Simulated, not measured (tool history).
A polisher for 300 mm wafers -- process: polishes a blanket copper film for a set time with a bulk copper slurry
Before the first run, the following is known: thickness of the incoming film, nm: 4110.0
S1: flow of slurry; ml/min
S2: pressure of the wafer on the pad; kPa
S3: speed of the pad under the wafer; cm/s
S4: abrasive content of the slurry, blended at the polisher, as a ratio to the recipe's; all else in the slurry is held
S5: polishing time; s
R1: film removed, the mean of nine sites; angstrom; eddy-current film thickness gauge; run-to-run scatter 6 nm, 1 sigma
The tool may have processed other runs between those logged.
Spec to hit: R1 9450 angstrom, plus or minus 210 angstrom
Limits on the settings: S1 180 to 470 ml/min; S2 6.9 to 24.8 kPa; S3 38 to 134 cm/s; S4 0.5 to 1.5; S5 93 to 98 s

Run 1, hour 0: S1 300 ml/min, S2 15.9 kPa, S3 86 cm/s, S4 1, S5 93 s. Result: R1 6927.5 angstrom.
Run 2, hour 5.4: S1 305 ml/min, S2 17.2 kPa, S3 86 cm/s, S4 1, S5 93 s. Result: R1 7346.7 angstrom.
Run 3, hour 10.6: S1 305 ml/min, S2 18.6 kPa, S3 86 cm/s, S4 1, S5 93 s. Result: R1 7707.5 angstrom.
Run 4, hour 19.6: S1 305 ml/min, S2 20 kPa, S3 86 cm/s, S4 1, S5 93 s. Result: R1 8104.7 angstrom.
Run 5, hour 23.8: S1 310 ml/min, S2 20.7 kPa, S3 86 cm/s, S4 1, S5 93 s. Result: R1 8379.8 angstrom.
Run 6, hour 27.7: S1 310 ml/min, S2 21.4 kPa, S3 86 cm/s, S4 1, S5 93 s. Result: R1 8550.9 angstrom.
Run 7, hour 30.9: S1 310 ml/min, S2 22.1 kPa, S3 86 cm/s, S4 1, S5 93 s. Result: R1 8732.7 angstrom.
Run 8, hour 34.1: S1 310 ml/min, S2 22.8 kPa, S3 86 cm/s, S4 1, S5 93 s. Result: R1 9067.7 angstrom.
Run 9, hour 39.2: S1 310 ml/min, S2 23.4 kPa, S3 86 cm/s, S4 1, S5 93 s. Result: R1 9215.8 angstrom.

Which single option among these 5 for the next run brings every result within its allowed miss of target? Just one does.
Run A, hour 44.3: S1 370 ml/min, S2 23.4 kPa, S3 74 cm/s, S4 1.15, S5 98 s. Result: R1 ?.
Run B, hour 44.3: S1 305 ml/min, S2 24.1 kPa, S3 86 cm/s, S4 1, S5 94 s. Result: R1 ?.
Run C, hour 44.3: S1 180 ml/min, S2 18.6 kPa, S3 108 cm/s, S4 1.15, S5 98 s. Result: R1 ?.
Run D, hour 44.3: S1 335 ml/min, S2 22.1 kPa, S3 84 cm/s, S4 1, S5 95 s. Result: R1 ?.
Run E, hour 44.3: S1 300 ml/min, S2 22.8 kPa, S3 84 cm/s, S4 1.1, S5 94 s. Result: R1 ?.

move      R1
   A  8783.4
   B    9498
   C  9959.2
   D  8832.9
   E  9063.9
A: further off than the last run
B: hits every target within its allowed miss
C: moves the result that the last run missed by most past its target, out the other side
D: further off than the last run
E: further off than the last run
The move that meets every target is B.
